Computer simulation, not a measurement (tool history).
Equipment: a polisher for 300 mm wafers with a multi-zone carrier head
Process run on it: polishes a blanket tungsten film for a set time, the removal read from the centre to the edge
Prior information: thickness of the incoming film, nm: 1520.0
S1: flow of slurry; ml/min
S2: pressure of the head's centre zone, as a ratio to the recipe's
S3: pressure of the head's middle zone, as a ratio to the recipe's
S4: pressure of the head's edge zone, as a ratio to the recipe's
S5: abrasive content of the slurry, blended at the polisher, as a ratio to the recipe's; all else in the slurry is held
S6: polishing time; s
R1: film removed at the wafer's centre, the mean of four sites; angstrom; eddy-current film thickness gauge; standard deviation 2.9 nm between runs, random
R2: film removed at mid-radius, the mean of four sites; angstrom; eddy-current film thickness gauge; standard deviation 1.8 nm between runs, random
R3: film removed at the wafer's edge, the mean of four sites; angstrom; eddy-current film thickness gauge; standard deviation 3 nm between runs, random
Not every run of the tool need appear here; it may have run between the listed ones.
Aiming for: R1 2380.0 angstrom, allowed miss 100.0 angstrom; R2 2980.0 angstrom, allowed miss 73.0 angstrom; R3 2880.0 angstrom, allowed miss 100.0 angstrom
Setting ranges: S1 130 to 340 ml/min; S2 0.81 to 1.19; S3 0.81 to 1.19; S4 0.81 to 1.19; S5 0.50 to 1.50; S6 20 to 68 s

run	hour	S1	S2	S3	S4	S5	S6	R1	R2	R3
1	0.0	220	1.00	1.00	1.00	1.00	44	1793.2	1796.6	1770.7
2	1.8	225	0.98	1.02	1.03	1.10	46	1863.4	1951.4	1930.2
3	4.3	230	0.97	1.05	1.06	1.20	48	1969.2	2103.2	2059.1
4	8.6	230	0.97	1.05	1.06	1.05	48	1892.2	2082.7	1990.8
5	17.3	230	0.97	1.05	0.97	1.05	48	1887.4	2061.0	1908.3
6	24.0	230	1.05	1.05	0.97	1.05	48	2067.3	2045.1	1896.1
7	24.9	235	1.02	1.06	1.01	1.15	50	2133.4	2227.0	2035.5
8	31.1	235	0.99	1.06	1.04	1.20	52	2218.6	2338.6	2227.4
9	35.0	240	0.96	1.07	1.06	1.25	53	2247.6	2416.3	2295.4

Consider the 4 candidate settings below. Which is the only one whose results all fall within their allowed miss of target?
A	38.9	260	0.89	1.12	1.04	1.20	63	?	?	?
B	38.9	195	0.86	1.09	1.12	1.05	68	?	?	?
C	38.9	195	0.82	1.17	1.16	1.20	65	?	?	?
D	38.9	215	0.81	1.10	1.13	1.15	66	?	?	?

move	R1	R2	R3
A	2401.5	2939.0	2674.6
B	2344.5	2913.2	2839.7
C	2203.9	3052.5	2847.2
D	2215.2	2943.6	2850.5
A: brings the result that was furthest off to its target, and leaves another outside
B: all results in spec
C: brings the result that was furthest off to its target, and leaves another outside
D: brings the result that was furthest off to its target, and leaves another outside
So the answer is move B, the one that meets all the targets.

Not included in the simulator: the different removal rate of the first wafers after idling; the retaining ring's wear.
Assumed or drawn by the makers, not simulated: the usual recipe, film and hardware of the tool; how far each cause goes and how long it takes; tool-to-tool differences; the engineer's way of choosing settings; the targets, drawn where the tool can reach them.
